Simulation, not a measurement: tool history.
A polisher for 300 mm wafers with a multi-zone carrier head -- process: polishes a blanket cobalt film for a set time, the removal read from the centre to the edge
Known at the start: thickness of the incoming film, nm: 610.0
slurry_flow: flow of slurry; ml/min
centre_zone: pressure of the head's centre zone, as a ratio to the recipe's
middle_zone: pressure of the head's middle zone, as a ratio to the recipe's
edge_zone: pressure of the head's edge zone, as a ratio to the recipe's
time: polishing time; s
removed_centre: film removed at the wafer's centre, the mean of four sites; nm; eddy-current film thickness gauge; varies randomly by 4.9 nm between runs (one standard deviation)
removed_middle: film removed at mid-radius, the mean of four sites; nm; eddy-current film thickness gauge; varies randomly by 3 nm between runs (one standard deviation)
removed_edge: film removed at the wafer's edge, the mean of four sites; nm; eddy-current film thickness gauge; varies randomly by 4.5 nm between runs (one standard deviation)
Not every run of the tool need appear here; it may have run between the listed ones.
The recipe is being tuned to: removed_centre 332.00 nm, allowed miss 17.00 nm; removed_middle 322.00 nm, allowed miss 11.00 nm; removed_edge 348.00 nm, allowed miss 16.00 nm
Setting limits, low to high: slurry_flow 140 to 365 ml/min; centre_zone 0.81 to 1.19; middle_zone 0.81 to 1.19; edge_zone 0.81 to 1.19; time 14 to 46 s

| run | hour | slurry_flow | centre_zone | middle_zone | edge_zone | time | removed_centre | removed_middle | removed_edge |
|---|---|---|---|---|---|---|---|---|---|
| 1 | 0.0 | 235 | 1.00 | 1.00 | 1.00 | 30 | 238.09 | 244.04 | 237.19 |
| 2 | 6.8 | 235 | 1.00 | 1.00 | 1.00 | 35 | 282.36 | 284.14 | 280.31 |
| 3 | 8.2 | 240 | 1.00 | 1.00 | 1.04 | 36 | 284.59 | 295.65 | 287.83 |
| 4 | 14.7 | 240 | 0.97 | 1.00 | 1.04 | 36 | 286.03 | 293.94 | 296.13 |
| 5 | 21.4 | 245 | 0.97 | 0.98 | 1.05 | 37 | 286.34 | 296.30 | 304.21 |
| 6 | 23.9 | 245 | 0.97 | 1.05 | 1.05 | 37 | 300.65 | 311.36 | 310.12 |
| 7 | 30.8 | 255 | 0.99 | 1.01 | 1.09 | 38 | 304.66 | 312.96 | 325.45 |
| 8 | 34.2 | 265 | 1.01 | 1.01 | 1.11 | 38 | 311.27 | 316.12 | 317.46 |

Which of these 4 next moves meets every target?
| A | 37.6 | 260 | 1.00 | 1.01 | 1.15 | 36 | ? | ? | ? |
| B | 37.6 | 230 | 0.97 | 1.04 | 1.02 | 37 | ? | ? | ? |
| C | 37.6 | 340 | 1.11 | 1.07 | 1.10 | 35 | ? | ? | ? |
| D | 37.6 | 280 | 0.97 | 0.96 | 1.06 | 41 | ? | ? | ? |

| move | removed_centre | removed_middle | removed_edge |
|---|---|---|---|
| A | 291.22 | 296.51 | 315.19 |
| B | 286.48 | 308.80 | 302.17 |
| C | 322.81 | 309.65 | 304.59 |
| D | 323.97 | 325.85 | 346.44 |
A: further off than the last run
B: further off than the last run
C: further off than the last run
D: hits every target within its allowed miss
D meets every target.
